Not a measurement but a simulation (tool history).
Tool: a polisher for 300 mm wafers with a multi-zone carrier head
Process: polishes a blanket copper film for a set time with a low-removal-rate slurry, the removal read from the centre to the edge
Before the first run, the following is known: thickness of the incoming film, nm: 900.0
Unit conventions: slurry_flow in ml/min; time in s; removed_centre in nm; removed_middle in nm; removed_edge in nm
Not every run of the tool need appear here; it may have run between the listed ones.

run,hour,slurry_flow,centre_zone,middle_zone,edge_zone,slurry_solids,time,removed_centre,removed_middle,removed_edge
1,0,310,1,1,1,1,50,156.61,159.97,156.03
2,0.8,320,1.04,1.01,1.02,1.1,50,168.22,168.74,159.94
3,4.5,325,1.06,1,1.04,1.15,50,173.04,168.14,165.08
4,10.6,325,1.06,1,1.04,1.05,50,167.37,162.98,161.5
5,16.6,325,1.06,0.94,1.04,1.05,50,172.89,157.67,161.67
6,19.1,325,1.06,0.94,1.04,1.05,56,187.89,178.12,180.44
7,25.4,330,1.08,0.95,1.04,1.05,56,194.74,179.29,178.88
8,30.8,335,1.09,0.96,1.05,1.05,56,194.27,182.2,182.53
9,32.3,345,1.11,0.97,1.05,1.05,56,203.77,175.92,182.91
10,40,340,1.11,0.99,1.04,1.1,56,201.77,187.21,185.03

For run 11, what comes out?
11,41.7,345,1.12,1,1.03,1.1,56,?,?,?

{"run 11": {"removed_centre": 200.4, "removed_middle": 187.88, "removed_edge": 184.11}}
